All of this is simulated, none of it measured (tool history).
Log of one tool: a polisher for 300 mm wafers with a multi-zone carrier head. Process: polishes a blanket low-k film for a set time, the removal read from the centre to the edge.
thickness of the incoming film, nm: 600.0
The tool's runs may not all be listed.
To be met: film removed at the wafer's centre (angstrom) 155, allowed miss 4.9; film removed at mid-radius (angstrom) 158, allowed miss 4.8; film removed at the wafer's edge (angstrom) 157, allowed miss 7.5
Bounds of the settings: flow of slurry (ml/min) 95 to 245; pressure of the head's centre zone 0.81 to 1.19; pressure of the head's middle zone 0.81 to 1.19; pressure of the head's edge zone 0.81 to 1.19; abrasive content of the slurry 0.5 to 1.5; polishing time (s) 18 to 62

run	hour	flow of slurry (ml/min)	pressure of the head's centre zone	pressure of the head's middle zone	pressure of the head's edge zone	abrasive content of the slurry	polishing time (s)	film removed at the wafer's centre (angstrom)	film removed at mid-radius (angstrom)	film removed at the wafer's edge (angstrom)
1	0	155	1	1	1	1	40	182.41	187.29	195.33
2	1	155	1	1	0.95	1	40	180.54	188.8	195.05
3	5.7	115	1	1	0.95	1	40	168.8	173.7	178.78
4	7.6	115	0.92	1	0.95	1	40	152.77	179.54	178.77
5	9.7	110	0.94	1	0.93	1	40	154.52	176.7	179.16
6	17.9	110	0.94	1	0.86	1	40	153.72	176.61	171.63
# hour 21: centre zone pressure recalibrated
7	21	110	0.95	1	0.85	1	40	168.67	175.89	171.41
8	28.2	110	0.95	0.99	0.84	1	40	169.21	173.2	169.93
9	29.2	105	0.93	0.97	0.83	0.95	40	159.9	164.7	166.84

Which of these 4 next moves meets every target?
A	30.2	125	0.89	0.9	0.98	1.15	36	?	?	?
B	30.2	105	0.93	0.96	0.83	0.95	41	?	?	?
C	30.2	95	0.96	0.98	0.81	1	38	?	?	?
D	30.2	95	1.11	1.09	0.81	0.9	36	?	?	?

move	film removed at the wafer's centre (angstrom)	film removed at mid-radius (angstrom)	film removed at the wafer's edge (angstrom)
A	154.49	156.59	176.6
B	162.14	166.95	168.1
C	153.14	156.06	154.34
D	160.99	154.88	139.86
A: brings the result that was furthest off to its target, and leaves another outside
B: further off than the last run
C: meets every target
D: brings the result that was furthest off to its target, and leaves another outside
The right move is C.
